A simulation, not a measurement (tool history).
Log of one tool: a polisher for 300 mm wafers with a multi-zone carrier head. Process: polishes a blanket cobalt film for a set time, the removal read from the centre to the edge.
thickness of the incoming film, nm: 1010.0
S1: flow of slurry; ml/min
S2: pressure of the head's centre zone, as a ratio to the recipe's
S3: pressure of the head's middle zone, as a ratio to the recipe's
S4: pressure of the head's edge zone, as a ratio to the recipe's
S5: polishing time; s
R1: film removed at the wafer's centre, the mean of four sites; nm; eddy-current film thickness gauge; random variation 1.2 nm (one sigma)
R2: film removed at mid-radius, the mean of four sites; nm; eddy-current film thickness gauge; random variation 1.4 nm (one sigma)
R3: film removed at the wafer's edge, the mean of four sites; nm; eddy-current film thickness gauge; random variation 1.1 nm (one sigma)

run	day	S1	S2	S3	S4	S5	R1	R2	R3
1	0.000	145	1.00	1.00	1.00	52	171.97	180.65	175.90
2	0.025	145	1.00	1.00	1.07	52	175.14	180.57	177.95
3	0.271	140	0.99	1.01	1.06	47	153.16	158.25	165.45
4	0.358	140	0.99	1.01	1.06	53	178.07	180.96	181.94
5	0.450	150	1.00	1.01	1.02	47	157.83	160.77	160.66
6	0.583	150	1.00	1.01	1.05	47	158.08	161.20	166.26
7	0.854	135	0.99	1.03	0.99	44	143.08	148.40	148.23
8	1.162	130	0.97	1.05	0.95	42	131.00	147.56	136.83
9	1.521	130	0.97	1.05	0.95	42	137.31	143.14	136.79
10	1.683	130	0.97	1.05	0.95	42	134.34	148.87	136.90
11	1.992	125	0.95	1.03	0.93	41	124.86	139.65	132.23
12	2.150	120	0.94	1.02	0.91	40	121.10	133.87	126.78
13	2.217	115	0.93	1.02	0.90	40	120.70	134.47	124.03
14	2.583	110	0.91	1.01	0.90	40	116.26	131.71	125.18
15	2.788	105	0.90	1.01	0.89	40	115.06	130.81	121.26

Forecast run 16:
16	2.817	100	0.89	1.01	0.89	40	?	?	?

R1: 110.94 nm
R2: 131.33 nm
R3: 123.73 nm

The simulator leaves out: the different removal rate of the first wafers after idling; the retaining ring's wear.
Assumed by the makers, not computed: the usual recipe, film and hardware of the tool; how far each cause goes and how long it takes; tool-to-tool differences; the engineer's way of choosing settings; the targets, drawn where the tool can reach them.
